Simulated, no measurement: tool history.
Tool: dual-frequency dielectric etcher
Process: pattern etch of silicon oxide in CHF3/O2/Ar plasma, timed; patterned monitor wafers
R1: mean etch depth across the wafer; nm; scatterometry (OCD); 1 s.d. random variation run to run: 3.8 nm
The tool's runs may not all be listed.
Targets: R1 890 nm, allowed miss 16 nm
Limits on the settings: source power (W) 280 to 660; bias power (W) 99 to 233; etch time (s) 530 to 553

{"run": 1, "hour": 0.0, "source power (W)": 470, "bias power (W)": 166, "etch time (s)": 530, "R1": 984.71}
{"run": 2, "hour": 7.4, "source power (W)": 470, "bias power (W)": 166, "etch time (s)": 553, "R1": 1024.3}
{"run": 3, "hour": 11.2, "source power (W)": 470, "bias power (W)": 166, "etch time (s)": 553, "R1": 1022}
{"run": 4, "hour": 19.0, "source power (W)": 430, "bias power (W)": 164, "etch time (s)": 552.5, "R1": 982.45}
{"run": 5, "hour": 21.1, "source power (W)": 490, "bias power (W)": 164, "etch time (s)": 552.5, "R1": 1043.3}
{"run": 6, "hour": 26.0, "source power (W)": 490, "bias power (W)": 164, "etch time (s)": 553, "R1": 1044.1}
{"run": 7, "hour": 28.5, "source power (W)": 450, "bias power (W)": 162, "etch time (s)": 553, "R1": 996.57}
{"run": 8, "hour": 30.8, "source power (W)": 420, "bias power (W)": 161, "etch time (s)": 553, "R1": 962.86}
{"run": 9, "hour": 33.1, "source power (W)": 400, "bias power (W)": 160, "etch time (s)": 553, "R1": 942.04}

Exercise: of the 5 proposed moves below, exactly one satisfies all targets within the stated allowed misses. Which move is it?
{"run": "A", "hour": 35.4, "source power (W)": 350, "bias power (W)": 153, "etch time (s)": 546.5, "R1": "?"}
{"run": "B", "hour": 35.4, "source power (W)": 360, "bias power (W)": 156, "etch time (s)": 530, "R1": "?"}
{"run": "C", "hour": 35.4, "source power (W)": 390, "bias power (W)": 118, "etch time (s)": 536.5, "R1": "?"}
{"run": "D", "hour": 35.4, "source power (W)": 370, "bias power (W)": 148, "etch time (s)": 530, "R1": "?"}
{"run": "E", "hour": 35.4, "source power (W)": 390, "bias power (W)": 165, "etch time (s)": 530, "R1": "?"}

move=A R1=860.35
move=B R1=849.79
move=C R1=844.37
move=D R1=851.44
move=E R1=894.95
A: takes the result that was furthest off past its target
B: takes the result that was furthest off past its target
C: takes the result that was furthest off past its target
D: takes the result that was furthest off past its target
E: each result inside its tolerance
Go with E: it meets all targets.
